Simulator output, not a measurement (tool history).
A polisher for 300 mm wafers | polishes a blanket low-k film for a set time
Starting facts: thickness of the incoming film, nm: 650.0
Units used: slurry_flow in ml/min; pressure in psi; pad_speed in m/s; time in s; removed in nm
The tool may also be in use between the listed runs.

| run | hour | slurry_flow | pressure | pad_speed | slurry_solids | time | removed |
|---|---|---|---|---|---|---|---|
| 1 | 0.0 | 125 | 1.8 | 0.78 | 1.0 | 70 | 15.145 |
| 2 | 4.6 | 125 | 2.0 | 0.78 | 1.0 | 70 | 16.642 |
| 3 | 5.3 | 130 | 2.2 | 0.78 | 1.0 | 70 | 18.276 |
| 4 | 7.3 | 130 | 2.2 | 0.66 | 1.0 | 70 | 16.471 |
| 5 | 15.7 | 130 | 2.3 | 0.70 | 1.0 | 70 | 17.914 |
| 6 | 19.4 | 130 | 2.3 | 0.70 | 1.2 | 70 | 18.864 |

Run 7 has not been measured yet. What should we expect?
| 7 | 21.0 | 130 | 2.4 | 0.72 | 1.2 | 70 | ? |

Run 7 gave removed 20.116 nm.
